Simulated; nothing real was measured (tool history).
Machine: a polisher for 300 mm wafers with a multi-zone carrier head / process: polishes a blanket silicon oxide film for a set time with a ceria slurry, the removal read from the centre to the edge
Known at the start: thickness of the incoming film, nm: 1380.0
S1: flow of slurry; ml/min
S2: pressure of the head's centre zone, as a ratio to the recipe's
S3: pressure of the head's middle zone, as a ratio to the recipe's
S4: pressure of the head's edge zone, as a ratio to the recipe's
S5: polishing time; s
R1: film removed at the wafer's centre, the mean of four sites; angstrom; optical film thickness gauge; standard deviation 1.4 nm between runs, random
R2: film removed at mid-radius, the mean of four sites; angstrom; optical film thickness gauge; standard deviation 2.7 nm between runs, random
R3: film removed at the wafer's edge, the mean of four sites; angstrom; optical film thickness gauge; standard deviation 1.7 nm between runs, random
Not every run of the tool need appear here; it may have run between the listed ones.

Run 1, day 0: S1 320 ml/min, S2 1, S3 1, S4 1, S5 51 s. Result: R1 2333.2 angstrom, R2 2321.9 angstrom, R3 2353.7 angstrom.
Run 2, day 0.312: S1 315 ml/min, S2 0.97, S3 1, S4 0.98, S5 49 s. Result: R1 2144.8 angstrom, R2 2237.1 angstrom, R3 2206.8 angstrom.
Run 3, day 0.358: S1 280 ml/min, S2 0.97, S3 1, S4 0.98, S5 49 s. Result: R1 2125.8 angstrom, R2 2199.5 angstrom, R3 2195.5 angstrom.
Run 4, day 0.392: S1 280 ml/min, S2 0.97, S3 1.06, S4 0.98, S5 49 s. Result: R1 2122.1 angstrom, R2 2313.7 angstrom, R3 2206.4 angstrom.
Run 5, day 0.429: S1 275 ml/min, S2 0.95, S3 1.04, S4 0.97, S5 48 s. Result: R1 2036.8 angstrom, R2 2188.1 angstrom, R3 2145.5 angstrom.
Run 6, day 0.571: S1 275 ml/min, S2 0.93, S3 1.04, S4 0.95, S5 47 s. Result: R1 1959.3 angstrom, R2 2183.1 angstrom, R3 2096.4 angstrom.
Run 7, day 0.629: S1 265 ml/min, S2 0.83, S3 0.98, S4 0.88, S5 40 s. Result: R1 1535.5 angstrom, R2 1727.8 angstrom, R3 1673.5 angstrom.
Run 8, day 0.758: S1 270 ml/min, S2 0.83, S3 0.99, S4 0.9, S5 40 s. Result: R1 1505 angstrom, R2 1784.3 angstrom, R3 1756.9 angstrom.

What will run 9 give?
Run 9, day 1.05: S1 270 ml/min, S2 0.83, S3 0.99, S4 0.9, S5 40 s. Result: R1 ?, R2 ?, R3 ?.

Run 9 came out at R1 1511.6 angstrom, R2 1807.5 angstrom, R3 1695.6 angstrom.
